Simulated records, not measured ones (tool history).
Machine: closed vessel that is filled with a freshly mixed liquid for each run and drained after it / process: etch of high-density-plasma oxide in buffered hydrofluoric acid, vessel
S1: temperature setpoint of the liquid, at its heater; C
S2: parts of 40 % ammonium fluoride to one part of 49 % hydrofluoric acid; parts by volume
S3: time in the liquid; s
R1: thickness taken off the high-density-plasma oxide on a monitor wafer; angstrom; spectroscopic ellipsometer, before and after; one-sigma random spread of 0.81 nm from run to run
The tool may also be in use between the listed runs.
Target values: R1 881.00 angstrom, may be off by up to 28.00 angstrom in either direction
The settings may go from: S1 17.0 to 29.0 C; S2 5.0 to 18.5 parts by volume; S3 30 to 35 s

run    day    S1    S2  S3       R1
  1  0.000  21.0  11.5  35   327.94
  2  0.175  19.5  11.5  35   300.23
  3  0.517  21.0  10.5  35   363.53
  4  0.771  22.5  10.0  35   415.69
  5  1.142  22.5  10.0  30   356.36
  6  1.475  23.5   9.0  30   407.71
  7  1.521  24.5   8.5  30   454.51
  8  1.612  28.5   5.0  35  1082.80
  9  1.871  28.0   5.0  35  1043.30

Consider the 5 candidate settings below. Which is the only one whose results all fall within their allowed miss of target?
  A  2.129  26.5  5.5  35   ?
  B  2.129  29.0  7.0  35   ?
  C  2.129  25.5  5.0  30   ?
  D  2.129  26.0  5.0  35   ?
  E  2.129  29.0  6.0  35   ?

move      R1
   A  889.76
   B  806.61
   C  783.77
   D  939.32
   E  942.38
A: each result inside its tolerance
B: carries the result that was furthest off beyond its target, to the other side
C: carries the result that was furthest off beyond its target, to the other side
D: better than the last run, though not everything is in spec
E: better than the last run, though not everything is in spec
The move that meets every target is A.
